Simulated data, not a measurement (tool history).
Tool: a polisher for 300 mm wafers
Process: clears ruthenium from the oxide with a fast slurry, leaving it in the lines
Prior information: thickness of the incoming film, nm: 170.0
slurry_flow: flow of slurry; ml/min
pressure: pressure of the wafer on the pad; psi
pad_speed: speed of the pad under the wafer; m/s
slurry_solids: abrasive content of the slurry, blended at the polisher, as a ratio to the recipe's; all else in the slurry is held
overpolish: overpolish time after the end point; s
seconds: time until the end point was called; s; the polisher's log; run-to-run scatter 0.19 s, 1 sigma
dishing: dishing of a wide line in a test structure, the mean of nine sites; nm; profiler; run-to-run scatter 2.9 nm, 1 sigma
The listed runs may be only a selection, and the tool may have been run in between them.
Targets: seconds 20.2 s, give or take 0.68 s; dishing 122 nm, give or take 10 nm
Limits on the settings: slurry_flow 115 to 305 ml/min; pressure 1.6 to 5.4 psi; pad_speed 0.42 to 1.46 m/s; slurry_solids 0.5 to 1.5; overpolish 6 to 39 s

run    day  slurry_flow  pressure  pad_speed  slurry_solids  overpolish  seconds  dishing
  1      0          195       3.5       0.94              1          20   32.313   70.377
  2   0.25          195       3.7       0.94              1          21   30.691   75.871
  3  0.621          195       3.9       0.94              1          22    29.55   74.185
  4  0.762          195       3.9       0.94              1          17    29.42    65.07
  5  0.896          195       4.1       0.94              1          19   28.894   68.999
  6  0.983          195       3.3       0.94              1          19    33.84   60.033
  7  1.225          205       4.3       1.02              1          28   25.224   100.83
  8  1.529          205       4.4       1.02              1          28   24.471   97.268
  9  1.671          205       4.5       1.02              1          29   24.103   102.62
 10  1.729          205       4.5       1.02              1          29   24.334   106.73
     1.754  -- head pressure recalibrated
 11  1.754          205       4.6       1.02              1          29   22.917   105.37
 12  1.938          205       4.7       1.02              1          29   22.133   106.84
 13  2.133          205       4.9       1.02              1          31   21.669    113.7

Which single option among these 5 for the next run brings every result within its allowed miss of target? Just one does.
  A  2.329          200       5.1       1.06           0.95          25        ?        ?
  B  2.329          280       5.4          1           1.05          34        ?        ?
  C  2.329          170       4.6        1.1           1.25          32        ?        ?
  D  2.329          190       5.4       0.88           0.95          29        ?        ?
  E  2.329          225       3.7       1.26            0.7          38        ?        ?

move  seconds  dishing
   A   20.666   104.83
   B   19.268   124.89
   C   20.123   119.67
   D   23.731   105.39
   E   25.506   116.26
A: the furthest-off result lands on target, but another misses its tolerance
B: pushes the last run's worst result past its target
C: every result lands within tolerance
D: moves away from the targets compared with the last run
E: moves away from the targets compared with the last run
Go with C: it meets all targets.

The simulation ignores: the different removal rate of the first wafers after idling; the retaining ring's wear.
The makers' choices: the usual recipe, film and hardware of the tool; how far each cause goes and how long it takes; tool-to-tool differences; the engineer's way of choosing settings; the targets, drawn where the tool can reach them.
